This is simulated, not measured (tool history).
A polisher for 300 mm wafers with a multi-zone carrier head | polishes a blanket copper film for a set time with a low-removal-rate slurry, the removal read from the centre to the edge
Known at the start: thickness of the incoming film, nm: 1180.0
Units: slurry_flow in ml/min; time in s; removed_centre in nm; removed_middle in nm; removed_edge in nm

run  hour  slurry_flow  centre_zone  middle_zone  edge_zone  slurry_solids  time  removed_centre  removed_middle  removed_edge
  1     0          195            1            1          1              1    87          316.51          329.57        335.71
  2     6          160            1            1          1              1    87          309.38          315.53        336.53
  3  11.8          160            1         1.08          1              1    87          303.57          339.55        330.12
  4  19.7          160            1         1.08       1.05              1    87          304.44          336.63        335.55
  5    21          160            1         1.06       1.08           1.15    90          326.48          355.97        357.83
  6  26.2          160         1.08         1.06       1.08           1.15    90          346.54          350.79        367.07
  7  29.4          155         1.06         1.05       1.11           1.25    92          352.36          364.55        381.98
  8  38.3          155         1.05         1.03       1.13            1.3    94          363.77          365.85        391.81

Forecast run 9:
     47.1  -- edge zone pressure recalibrated
  9  47.1          145         1.03         1.02       1.15           1.35    96               ?               ?             ?

removed_centre: 364.6 nm
removed_middle: 372.48 nm
removed_edge: 393.91 nm
